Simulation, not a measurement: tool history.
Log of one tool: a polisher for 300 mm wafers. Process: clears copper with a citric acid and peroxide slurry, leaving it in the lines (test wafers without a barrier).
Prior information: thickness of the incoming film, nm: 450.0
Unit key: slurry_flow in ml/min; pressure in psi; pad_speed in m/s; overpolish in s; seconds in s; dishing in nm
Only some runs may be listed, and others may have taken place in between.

Run 1, hour 0: slurry_flow 180 ml/min, pressure 3.6 psi, pad_speed 1.34 m/s, slurry_solids 1, overpolish 28 s. Result: seconds 124.93 s, dishing 43.446 nm.
Run 2, hour 8.3: slurry_flow 180 ml/min, pressure 3.7 psi, pad_speed 1.34 m/s, slurry_solids 1, overpolish 27 s. Result: seconds 120.02 s, dishing 43.437 nm.
Run 3, hour 10.2: slurry_flow 180 ml/min, pressure 3.7 psi, pad_speed 1.34 m/s, slurry_solids 0.85, overpolish 27 s. Result: seconds 125.92 s, dishing 42.72 nm.
Run 4, hour 13.9: slurry_flow 180 ml/min, pressure 2.8 psi, pad_speed 1.34 m/s, slurry_solids 0.85, overpolish 27 s. Result: seconds 163.72 s, dishing 34.972 nm.
Run 5, hour 17.6: slurry_flow 180 ml/min, pressure 2.8 psi, pad_speed 1.34 m/s, slurry_solids 0.95, overpolish 27 s. Result: seconds 163.95 s, dishing 35.602 nm.
Run 6, hour 20.6: slurry_flow 180 ml/min, pressure 2.8 psi, pad_speed 1.6 m/s, slurry_solids 0.95, overpolish 27 s. Result: seconds 139.16 s, dishing 40.467 nm.
Run 7, hour 22.2: slurry_flow 180 ml/min, pressure 3 psi, pad_speed 1.6 m/s, slurry_solids 0.95, overpolish 26 s. Result: seconds 125.29 s, dishing 39.855 nm.

Forecast run 8:
Run 8, hour 30.9: slurry_flow 185 ml/min, pressure 4 psi, pad_speed 1.64 m/s, slurry_solids 0.95, overpolish 27 s. Result: seconds ?, dishing ?.

Run 8 measured seconds 92.292 s, dishing 48.985 nm.
